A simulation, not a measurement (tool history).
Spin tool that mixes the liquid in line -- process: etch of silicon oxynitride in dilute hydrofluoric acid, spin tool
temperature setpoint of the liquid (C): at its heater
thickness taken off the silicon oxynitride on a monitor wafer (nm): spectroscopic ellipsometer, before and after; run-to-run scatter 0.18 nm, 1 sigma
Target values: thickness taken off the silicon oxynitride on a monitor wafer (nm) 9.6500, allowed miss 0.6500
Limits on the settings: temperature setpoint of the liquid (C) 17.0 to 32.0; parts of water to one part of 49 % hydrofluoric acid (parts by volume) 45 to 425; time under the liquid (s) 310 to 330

run    day  temperature setpoint of the liquid (C)  parts of water to one part of 49 % hydrofluoric acid (parts by volume)  time under the liquid (s)  thickness taken off the silicon oxynitride on a monitor wafer (nm)
  1  0.000                                    24.0                                                                     235                        310                                                              3.9972
  2  0.088                                    25.0                                                                     210                        310                                                              4.9022
  3  0.454                                    26.0                                                                     195                        310                                                              5.4332
  4  0.717                                    26.0                                                                     195                        330                                                              5.8021
  5  1.067                                    26.0                                                                     240                        330                                                              4.5500
  6  1.433                                    26.0                                                                     325                        330                                                              3.1922
  7  1.779                                    27.0                                                                     285                        330                                                              3.8117
  8  2.054                                    27.0                                                                     285                        330                                                              3.9822
  9  2.371                                    31.0                                                                     190                        330                                                              7.4822
 10  2.400                                    32.0                                                                     135                        330                                                             11.6370

Of the 4 settings listed for the next run, only one would bring every result within its allowed miss of target. Which one?
  A  2.429                                    31.5                                                                     105                        315                                                                   ?
  B  2.429                                    31.5                                                                     170                        310                                                                   ?
  C  2.429                                    31.5                                                                     145                        310                                                                   ?
  D  2.429                                    30.5                                                                     170                        310                                                                   ?

move  thickness taken off the silicon oxynitride on a monitor wafer (nm)
   A                                                             14.5640
   B                                                              8.2491
   C                                                              9.9302
   D                                                              7.9148
A: misses by more than the last run did
B: pushes the last run's worst result past its target
C: every result lands within tolerance
D: pushes the last run's worst result past its target
Correct choice: C, which meets every target
